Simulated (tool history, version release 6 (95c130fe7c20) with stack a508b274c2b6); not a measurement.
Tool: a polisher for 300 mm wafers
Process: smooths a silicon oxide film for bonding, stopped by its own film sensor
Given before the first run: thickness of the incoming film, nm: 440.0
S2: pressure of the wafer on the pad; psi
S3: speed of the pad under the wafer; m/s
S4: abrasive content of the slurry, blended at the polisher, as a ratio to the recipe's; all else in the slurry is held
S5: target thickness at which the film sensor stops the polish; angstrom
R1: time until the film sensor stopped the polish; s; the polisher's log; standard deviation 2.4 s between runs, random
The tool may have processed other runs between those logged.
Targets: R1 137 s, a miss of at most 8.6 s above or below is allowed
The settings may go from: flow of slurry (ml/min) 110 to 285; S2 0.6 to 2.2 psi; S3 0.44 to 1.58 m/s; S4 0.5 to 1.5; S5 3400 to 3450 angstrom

Run 1, hour 0: flow of slurry (ml/min) 180, S2 1.4 psi, S3 1 m/s, S4 1, S5 3450 angstrom. Result: R1 233.54 s.
Run 2, hour 8.5: flow of slurry (ml/min) 180, S2 1.4 psi, S3 1 m/s, S4 0.85, S5 3450 angstrom. Result: R1 257.92 s.
Run 3, hour 16.1: flow of slurry (ml/min) 180, S2 1.5 psi, S3 1.02 m/s, S4 0.85, S5 3450 angstrom. Result: R1 234.83 s.
Run 4, hour 21.9: flow of slurry (ml/min) 180, S2 1.5 psi, S3 1.18 m/s, S4 0.85, S5 3450 angstrom. Result: R1 209.77 s.
Run 5, hour 24: flow of slurry (ml/min) 180, S2 1.6 psi, S3 1.2 m/s, S4 0.85, S5 3450 angstrom. Result: R1 204.1 s.
Run 6, hour 25.5: flow of slurry (ml/min) 180, S2 1.7 psi, S3 1.24 m/s, S4 0.85, S5 3450 angstrom. Result: R1 179.04 s.
Run 7, hour 30.6: flow of slurry (ml/min) 180, S2 1.8 psi, S3 1.24 m/s, S4 0.85, S5 3450 angstrom. Result: R1 174.74 s.
Run 8, hour 32.5: flow of slurry (ml/min) 180, S2 1.9 psi, S3 1.26 m/s, S4 0.85, S5 3450 angstrom. Result: R1 161.17 s.
Run 9, hour 41: flow of slurry (ml/min) 180, S2 2 psi, S3 1.28 m/s, S4 0.85, S5 3450 angstrom. Result: R1 153.26 s.

4 candidate next runs follow, results not yet known. Just one meets every target within its allowed miss. Identify it.
Run A, hour 49.5: flow of slurry (ml/min) 145, S2 1.6 psi, S3 1.2 m/s, S4 0.95, S5 3450 angstrom. Result: R1 ?.
Run B, hour 49.5: flow of slurry (ml/min) 150, S2 1.8 psi, S3 1.36 m/s, S4 0.9, S5 3410 angstrom. Result: R1 ?.
Run C, hour 49.5: flow of slurry (ml/min) 150, S2 1.9 psi, S3 1.28 m/s, S4 0.8, S5 3400 angstrom. Result: R1 ?.
Run D, hour 49.5: flow of slurry (ml/min) 175, S2 2.1 psi, S3 1.58 m/s, S4 0.75, S5 3420 angstrom. Result: R1 ?.

move      R1
   A  194.37
   B  169.47
   C  182.37
   D  141.75
A: moves away from the targets compared with the last run
B: moves away from the targets compared with the last run
C: moves away from the targets compared with the last run
D: hits every target within its allowed miss
D meets every target.

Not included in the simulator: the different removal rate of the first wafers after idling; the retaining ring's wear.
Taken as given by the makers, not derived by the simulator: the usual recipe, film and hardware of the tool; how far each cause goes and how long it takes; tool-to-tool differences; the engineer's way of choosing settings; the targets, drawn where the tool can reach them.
